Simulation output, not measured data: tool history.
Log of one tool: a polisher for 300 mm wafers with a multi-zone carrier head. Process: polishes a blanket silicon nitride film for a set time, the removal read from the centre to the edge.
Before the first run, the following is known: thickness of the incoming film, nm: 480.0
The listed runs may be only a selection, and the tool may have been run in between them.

run,hour,flow of slurry (ml/min),pressure of the head's centre zone,pressure of the head's middle zone,pressure of the head's edge zone,polishing time (s),film removed at the wafer's centre (Å),film removed at mid-radius (Å),film removed at the wafer's edge (Å)
1,0.0,195,1.00,1.00,1.00,84,1525.8,1555.9,1513.1
2,1.6,200,1.01,1.02,1.02,86,1599.6,1581.5,1556.9
3,4.5,205,1.01,1.03,1.02,88,1629.1,1642.0,1630.7
4,12.4,205,1.01,0.95,1.02,88,1631.5,1576.7,1647.9
5,19.5,205,1.01,0.95,1.02,104,1886.1,1832.4,1904.7
6,25.6,205,0.96,0.95,1.02,104,1905.5,1806.7,1974.1
7,30.0,205,0.97,0.96,1.01,104,1882.5,1878.9,1909.4

Run 8, settings as shown, results not yet in. Your forecast:
8,32.2,205,0.98,0.96,1.00,104,?,?,?

film removed at the wafer's centre (Å): 1837.4
film removed at mid-radius (Å): 1854.5
film removed at the wafer's edge (Å): 1926.9
